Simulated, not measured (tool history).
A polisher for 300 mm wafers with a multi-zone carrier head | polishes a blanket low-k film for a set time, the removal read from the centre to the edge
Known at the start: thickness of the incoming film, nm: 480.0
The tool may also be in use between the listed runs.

| run | hour | flow of slurry (ml/min) | pressure of the head's centre zone | pressure of the head's middle zone | pressure of the head's edge zone | abrasive content of the slurry | polishing time (s) | film removed at the wafer's centre (Å) | film removed at mid-radius (Å) | film removed at the wafer's edge (Å) |
|---|---|---|---|---|---|---|---|---|---|---|
| 1 | 0.0 | 165 | 1.00 | 1.00 | 1.00 | 1.00 | 50 | 153.21 | 159.35 | 155.39 |
| 2 | 6.8 | 165 | 1.00 | 1.00 | 1.00 | 1.20 | 50 | 163.93 | 171.25 | 161.73 |
| 3 | 10.4 | 165 | 1.00 | 1.00 | 1.00 | 1.00 | 50 | 152.20 | 158.06 | 150.32 |
| 4 | 17.6 | 165 | 1.01 | 0.99 | 0.98 | 0.95 | 49 | 144.82 | 149.88 | 145.21 |
| 5 | 23.2 | 165 | 1.01 | 0.99 | 0.98 | 1.10 | 49 | 152.81 | 161.35 | 151.62 |
| 6 | 27.7 | 165 | 1.05 | 0.99 | 0.98 | 1.10 | 49 | 167.63 | 160.23 | 152.36 |
| 7 | 31.6 | 165 | 1.06 | 0.99 | 0.96 | 1.00 | 48 | 157.75 | 149.04 | 144.33 |

Forecast run 8:
| 8 | 38.4 | 190 | 1.16 | 1.09 | 0.86 | 0.75 | 40 | ? | ? | ? |

Run 8 gave film removed at the wafer's centre (Å) 131.30, film removed at mid-radius (Å) 125.52, film removed at the wafer's edge (Å) 102.30.

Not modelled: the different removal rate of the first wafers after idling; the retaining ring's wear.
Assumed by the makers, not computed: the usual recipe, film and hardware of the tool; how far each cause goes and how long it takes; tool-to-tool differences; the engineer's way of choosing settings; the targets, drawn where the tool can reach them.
